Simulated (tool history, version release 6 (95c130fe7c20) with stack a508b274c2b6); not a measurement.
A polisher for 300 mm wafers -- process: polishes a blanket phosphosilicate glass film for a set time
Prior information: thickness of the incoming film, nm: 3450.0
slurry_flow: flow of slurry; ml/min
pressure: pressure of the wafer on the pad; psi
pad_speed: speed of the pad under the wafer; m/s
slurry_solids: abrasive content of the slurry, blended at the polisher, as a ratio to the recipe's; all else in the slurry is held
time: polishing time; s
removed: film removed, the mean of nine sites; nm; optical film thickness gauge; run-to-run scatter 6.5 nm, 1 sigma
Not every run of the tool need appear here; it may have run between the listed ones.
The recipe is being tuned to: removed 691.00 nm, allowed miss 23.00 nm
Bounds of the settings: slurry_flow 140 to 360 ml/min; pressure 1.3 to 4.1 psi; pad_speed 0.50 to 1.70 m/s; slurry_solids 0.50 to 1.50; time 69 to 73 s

run  hour  slurry_flow  pressure  pad_speed  slurry_solids  time  removed
  1   0.0          230       2.7       1.10           1.00    69   551.74
  2   8.1          180       2.7       1.10           1.00    69   526.94
  3  11.6          180       2.4       1.10           1.00    69   482.30
  4  13.5          180       1.8       1.10           1.00    69   398.27
  5  18.1          180       1.4       1.10           1.00    69   333.82
  6  26.5          180       1.9       1.12           1.00    69   410.51
  7  34.4          185       2.3       1.12           1.00    69   469.08
  8  40.6          195       2.6       1.12           1.00    69   517.55
  9  47.3          195       3.3       1.14           1.00    69   635.95

Which one of the following 4 next-run settings gets every result inside its allowed miss? There is exactly one.
  A  54.0          150       3.5       1.38           0.80    72        ?
  B  54.0          225       3.1       1.14           1.05    69        ?
  C  54.0          235       3.5       1.08           0.85    71        ?
  D  54.0          210       3.2       1.04           0.95    72        ?

move  removed
   A   679.02
   B   624.98
   C   620.73
   D   598.12
A: in spec on every target
B: the biggest miss grows against the last run
C: the biggest miss grows against the last run
D: the biggest miss grows against the last run
A is the move that brings every result within its allowed miss.
